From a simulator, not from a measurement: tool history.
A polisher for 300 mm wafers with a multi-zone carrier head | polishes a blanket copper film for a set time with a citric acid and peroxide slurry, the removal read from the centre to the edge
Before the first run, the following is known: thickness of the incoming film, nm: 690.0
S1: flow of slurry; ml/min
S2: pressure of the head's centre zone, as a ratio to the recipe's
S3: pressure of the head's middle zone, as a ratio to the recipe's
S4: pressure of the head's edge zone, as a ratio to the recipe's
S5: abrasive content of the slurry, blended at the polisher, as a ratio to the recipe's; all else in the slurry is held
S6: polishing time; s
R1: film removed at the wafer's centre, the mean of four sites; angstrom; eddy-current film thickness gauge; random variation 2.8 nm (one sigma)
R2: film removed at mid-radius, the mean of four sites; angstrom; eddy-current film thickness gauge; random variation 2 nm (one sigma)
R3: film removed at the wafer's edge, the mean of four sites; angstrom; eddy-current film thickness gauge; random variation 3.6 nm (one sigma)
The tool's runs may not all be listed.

run,hour,S1,S2,S3,S4,S5,S6,R1,R2,R3
1,0,220,1,1,1,1,75,1669.4,1691.6,1697.4
2,2.8,220,1,1,1,0.9,75,1680.4,1673.4,1672.5
3,10,220,1,1,1,1.05,75,1689.9,1737,1714
4,12.5,220,1,1.07,1,1.05,75,1727.1,1834.5,1704.3
5,15.5,220,1.08,1.07,1,1.05,75,1842.8,1800.9,1761.3
6,16.6,240,1.08,1.07,1,1.05,75,1869.3,1837.1,1725.2
7,22,245,1.1,1.05,1,1.1,80,2059.1,1966,1870.6
8,28.5,245,1.12,1.03,1,1.15,83,2177.2,2003.7,1986.2

Run 9 has not been measured yet. What should we expect?
9,30.6,250,1.13,1.02,1,1.2,86,?,?,?

R1: 2342.1 angstrom
R2: 2069.9 angstrom
R3: 2029.8 angstrom

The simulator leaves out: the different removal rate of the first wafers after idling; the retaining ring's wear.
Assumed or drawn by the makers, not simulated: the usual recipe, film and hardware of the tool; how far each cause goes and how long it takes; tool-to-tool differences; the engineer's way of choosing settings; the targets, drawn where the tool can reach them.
